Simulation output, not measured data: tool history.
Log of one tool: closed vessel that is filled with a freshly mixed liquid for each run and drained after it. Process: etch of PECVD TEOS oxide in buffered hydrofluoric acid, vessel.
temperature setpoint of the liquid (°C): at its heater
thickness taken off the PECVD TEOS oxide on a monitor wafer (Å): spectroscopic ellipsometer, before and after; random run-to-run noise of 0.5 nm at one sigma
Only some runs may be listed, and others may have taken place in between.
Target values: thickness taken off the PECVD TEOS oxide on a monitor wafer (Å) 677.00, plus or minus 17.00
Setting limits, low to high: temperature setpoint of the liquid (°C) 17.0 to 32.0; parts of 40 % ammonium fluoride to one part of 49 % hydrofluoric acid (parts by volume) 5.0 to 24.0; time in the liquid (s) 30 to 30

| run | hour | temperature setpoint of the liquid (°C) | parts of 40 % ammonium fluoride to one part of 49 % hydrofluoric acid (parts by volume) | time in the liquid (s) | thickness taken off the PECVD TEOS oxide on a monitor wafer (Å) |
|---|---|---|---|---|---|
| 1 | 0.0 | 25.0 | 14.5 | 30 | 274.65 |
| 2 | 3.7 | 27.0 | 12.0 | 30 | 366.30 |
| 3 | 9.4 | 28.5 | 10.5 | 30 | 454.17 |
| 4 | 12.6 | 29.5 | 9.5 | 30 | 515.13 |
| 5 | 20.4 | 30.0 | 9.0 | 30 | 556.25 |
| 6 | 28.7 | 30.0 | 9.0 | 30 | 547.49 |
| 7 | 32.9 | 32.0 | 7.0 | 30 | 803.18 |
| 8 | 41.3 | 32.0 | 7.0 | 30 | 802.17 |
| 9 | 46.2 | 31.5 | 7.0 | 30 | 790.75 |
| 10 | 51.9 | 28.0 | 7.0 | 30 | 652.78 |

4 candidate next runs follow, results not yet known. Just one meets every target within its allowed miss. Identify it.
| A | 57.6 | 30.0 | 8.0 | 30 | ? |
| B | 57.6 | 26.0 | 6.0 | 30 | ? |
| C | 57.6 | 28.5 | 7.5 | 30 | ? |
| D | 57.6 | 29.0 | 8.0 | 30 | ? |

| move | thickness taken off the PECVD TEOS oxide on a monitor wafer (Å) |
|---|---|
| A | 629.38 |
| B | 671.92 |
| C | 623.60 |
| D | 597.16 |
A: lands further from the targets than the last run did
B: all results in spec
C: lands further from the targets than the last run did
D: lands further from the targets than the last run did
Correct choice: B, which meets every target

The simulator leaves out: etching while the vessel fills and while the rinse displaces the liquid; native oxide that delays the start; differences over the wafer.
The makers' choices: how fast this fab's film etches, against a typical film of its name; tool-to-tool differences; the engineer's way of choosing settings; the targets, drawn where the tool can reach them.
